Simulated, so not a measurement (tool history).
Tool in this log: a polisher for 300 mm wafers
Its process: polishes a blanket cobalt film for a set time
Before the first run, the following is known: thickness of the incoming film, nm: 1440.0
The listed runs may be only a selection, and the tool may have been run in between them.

| run | hour | flow of slurry (ml/min) | pressure of the wafer on the pad (psi) | speed of the pad under the wafer (m/s) | polishing time (s) | film removed (angstrom) |
|---|---|---|---|---|---|---|
| 1 | 0.0 | 295 | 2.4 | 1.10 | 102 | 7449.5 |
| 2 | 7.3 | 295 | 2.0 | 1.10 | 102 | 6383.5 |
| 3 | 9.5 | 295 | 2.0 | 1.34 | 102 | 7569.0 |
| 4 | 14.9 | 295 | 2.1 | 1.34 | 102 | 7789.8 |
| 5 | 20.4 | 295 | 2.1 | 1.24 | 102 | 7325.8 |
| 6 | 23.4 | 240 | 2.1 | 1.24 | 102 | 7248.7 |
| 7 | 26.4 | 240 | 2.2 | 1.24 | 102 | 7489.3 |

Expected results for the next run?
| 8 | 30.7 | 240 | 2.3 | 1.24 | 102 | ? |

film removed (angstrom): 7818.1

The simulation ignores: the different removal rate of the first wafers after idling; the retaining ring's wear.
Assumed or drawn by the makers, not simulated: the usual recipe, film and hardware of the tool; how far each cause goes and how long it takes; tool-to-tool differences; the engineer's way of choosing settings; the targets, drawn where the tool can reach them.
